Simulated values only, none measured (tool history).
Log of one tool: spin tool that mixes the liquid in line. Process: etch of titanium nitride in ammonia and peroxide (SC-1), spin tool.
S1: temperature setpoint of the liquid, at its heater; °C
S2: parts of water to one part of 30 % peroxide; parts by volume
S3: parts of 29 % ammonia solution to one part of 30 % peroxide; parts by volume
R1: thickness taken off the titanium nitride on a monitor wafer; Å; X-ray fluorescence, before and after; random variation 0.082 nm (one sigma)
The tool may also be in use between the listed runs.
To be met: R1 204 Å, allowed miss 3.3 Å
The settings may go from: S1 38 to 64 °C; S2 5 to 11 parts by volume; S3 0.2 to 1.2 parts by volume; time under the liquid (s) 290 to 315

{"run": 1, "hour": 0.0, "S1": 48, "S2": 6, "S3": 0.75, "time under the liquid (s)": 290, "R1": 346.04}
{"run": 2, "hour": 4.4, "S1": 48, "S2": 6, "S3": 0.75, "time under the liquid (s)": 290, "R1": 342.89}
{"run": 3, "hour": 6.5, "S1": 46.5, "S2": 6, "S3": 0.75, "time under the liquid (s)": 290, "R1": 309.86}
{"run": 4, "hour": 9.7, "S1": 45.5, "S2": 6, "S3": 0.75, "time under the liquid (s)": 290, "R1": 286.25}
{"run": 5, "hour": 11.4, "S1": 45.5, "S2": 5, "S3": 0.75, "time under the liquid (s)": 290, "R1": 313.49}
{"run": 6, "hour": 13.1, "S1": 44.5, "S2": 5, "S3": 0.75, "time under the liquid (s)": 290, "R1": 290.3}
{"run": 7, "hour": 18.4, "S1": 43.5, "S2": 5, "S3": 0.75, "time under the liquid (s)": 290, "R1": 272.28}
{"run": 8, "hour": 22.6, "S1": 42.5, "S2": 5, "S3": 0.75, "time under the liquid (s)": 290, "R1": 249.27}
{"run": 9, "hour": 25.3, "S1": 42.5, "S2": 5, "S3": 0.75, "time under the liquid (s)": 290, "R1": 250.54}
{"run": 10, "hour": 30.4, "S1": 42.5, "S2": 5, "S3": 0.75, "time under the liquid (s)": 290, "R1": 252.99}
{"run": 11, "hour": 31.2, "S1": 42, "S2": 5, "S3": 0.75, "time under the liquid (s)": 290, "R1": 241.96}
{"run": 12, "hour": 32.2, "S1": 41.5, "S2": 5, "S3": 0.75, "time under the liquid (s)": 290, "R1": 231.81}
{"run": 13, "hour": 34.7, "S1": 41, "S2": 5, "S3": 0.75, "time under the liquid (s)": 290, "R1": 226.66}
{"run": 14, "hour": 35.8, "S1": 39, "S2": 5, "S3": 0.75, "time under the liquid (s)": 290, "R1": 194.35}

5 next moves are on the table. One of them brings every result within its allowed miss. Which?
{"run": "A", "hour": 36.9, "S1": 40.5, "S2": 6.5, "S3": 0.8, "time under the liquid (s)": 290, "R1": "?"}
{"run": "B", "hour": 36.9, "S1": 39, "S2": 5, "S3": 0.55, "time under the liquid (s)": 305, "R1": "?"}
{"run": "C", "hour": 36.9, "S1": 38.5, "S2": 5, "S3": 1, "time under the liquid (s)": 315, "R1": "?"}
{"run": "D", "hour": 36.9, "S1": 40.5, "S2": 5, "S3": 0.35, "time under the liquid (s)": 315, "R1": "?"}
{"run": "E", "hour": 36.9, "S1": 40, "S2": 5.5, "S3": 0.85, "time under the liquid (s)": 290, "R1": "?"}

move=A R1=193.85
move=B R1=195.03
move=C R1=210.13
move=D R1=209.58
move=E R1=203.39
A: further off than the last run
B: nearer than the last run, and not there yet
C: takes the result that was furthest off past its target
D: takes the result that was furthest off past its target
E: meets every target
Move E is the one to make.
